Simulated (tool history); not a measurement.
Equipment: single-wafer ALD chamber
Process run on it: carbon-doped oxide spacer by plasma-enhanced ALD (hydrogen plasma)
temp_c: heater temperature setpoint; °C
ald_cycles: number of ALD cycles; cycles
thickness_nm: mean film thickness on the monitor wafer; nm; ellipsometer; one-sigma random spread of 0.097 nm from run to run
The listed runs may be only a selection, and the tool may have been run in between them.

| run | hour | temp_c | ald_cycles | thickness_nm |
|---|---|---|---|---|
| 1 | 0 | 385 | 374 | 19.47 |
| 2 | 7.3 | 385 | 326 | 16.944 |
| 3 | 13.7 | 385 | 295 | 15.335 |
| 4 | 18.7 | 390 | 295 | 15.317 |
| 5 | 21.4 | 390 | 314 | 16.261 |
| 6 | 23.7 | 390 | 366 | 19.155 |
| 7 | 28.4 | 390 | 373 | 19.459 |

Run 8, settings as shown, results not yet in. Your forecast:
| 8 | 31.6 | 390 | 380 | ? |

thickness_nm: 19.789 nm
